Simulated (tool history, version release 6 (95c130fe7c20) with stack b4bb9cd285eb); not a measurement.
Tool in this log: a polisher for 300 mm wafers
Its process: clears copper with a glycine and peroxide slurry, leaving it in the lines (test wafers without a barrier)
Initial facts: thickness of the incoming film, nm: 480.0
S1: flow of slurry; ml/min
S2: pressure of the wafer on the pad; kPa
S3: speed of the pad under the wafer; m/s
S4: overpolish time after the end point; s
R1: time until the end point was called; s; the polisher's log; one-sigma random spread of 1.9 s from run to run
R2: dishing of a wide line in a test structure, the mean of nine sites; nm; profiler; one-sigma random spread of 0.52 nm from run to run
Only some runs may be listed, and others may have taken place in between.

run	hour	S1	S2	S3	S4	R1	R2
1	0	140	23.4	0.86	9	85.596	39.031
2	3	130	22.1	0.86	10	88.973	40.336
3	6.2	130	22.1	0.98	10	81.604	44.858
4	8.6	130	22.1	0.88	10	86.812	41.651
5	12.3	125	20	0.88	11	93.204	41.857
6	19.5	155	20	0.88	11	88.982	43.326
7	24.3	140	19.3	0.86	12	96.837	43.819
8	30	130	19.3	0.86	13	98.295	47.645
9	34.5	120	19.3	0.86	13	99.657	46.483

Forecast run 10:
10	39.6	115	19.3	0.86	13	?	?

{"run 10": {"R1": 101.12, "R2": 45.37}}

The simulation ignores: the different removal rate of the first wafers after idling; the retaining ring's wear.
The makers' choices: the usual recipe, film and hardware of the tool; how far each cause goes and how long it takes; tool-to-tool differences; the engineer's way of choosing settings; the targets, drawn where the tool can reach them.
